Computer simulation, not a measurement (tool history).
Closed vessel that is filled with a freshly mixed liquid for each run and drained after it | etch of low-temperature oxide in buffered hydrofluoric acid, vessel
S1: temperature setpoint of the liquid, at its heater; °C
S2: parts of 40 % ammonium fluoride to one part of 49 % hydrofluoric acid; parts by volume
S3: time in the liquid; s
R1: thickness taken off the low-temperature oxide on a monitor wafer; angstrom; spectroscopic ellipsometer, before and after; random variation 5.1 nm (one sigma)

run,hour,S1,S2,S3,R1
1,0.0,23.0,7.0,90,6146.5
2,3.0,23.0,8.5,90,4971.6
3,10.9,24.5,8.5,90,5410.0
4,20.0,26.0,8.5,90,5864.7
5,24.7,26.0,8.5,90,5887.2
6,26.9,26.0,7.5,90,6715.8
7,31.5,27.0,7.5,90,7048.2
8,38.5,27.5,7.5,90,7222.2

Forecast run 9:
9,44.5,28.0,7.5,90,?

R1: 7457.3 angstrom

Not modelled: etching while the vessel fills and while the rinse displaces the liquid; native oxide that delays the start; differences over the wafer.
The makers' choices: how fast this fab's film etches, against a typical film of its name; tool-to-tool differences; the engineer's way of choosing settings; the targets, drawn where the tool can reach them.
